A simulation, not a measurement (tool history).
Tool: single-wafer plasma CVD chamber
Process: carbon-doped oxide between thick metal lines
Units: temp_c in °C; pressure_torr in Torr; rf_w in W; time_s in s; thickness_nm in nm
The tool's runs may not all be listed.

run	day	temp_c	pressure_torr	rf_w	time_s	thickness_nm
1	0	355	4.26	435	145	596.93
2	0.079	350	4.26	435	145	605.88
3	0.212	350	4.26	410	145	587.76
4	0.321	350	4.26	380	145	565.04
5	0.442	348	4.49	390	145	576.71
# day 0.8: RF generator calibrated
6	0.8	348	4.9	390	145	611.89
7	0.95	346	5	390	145	617.9
8	1.142	344	5.08	390	145	624.38

Forecast run 9:
9	1.496	343	5.16	390	145	?

{"run 9": {"thickness_nm": 627}}
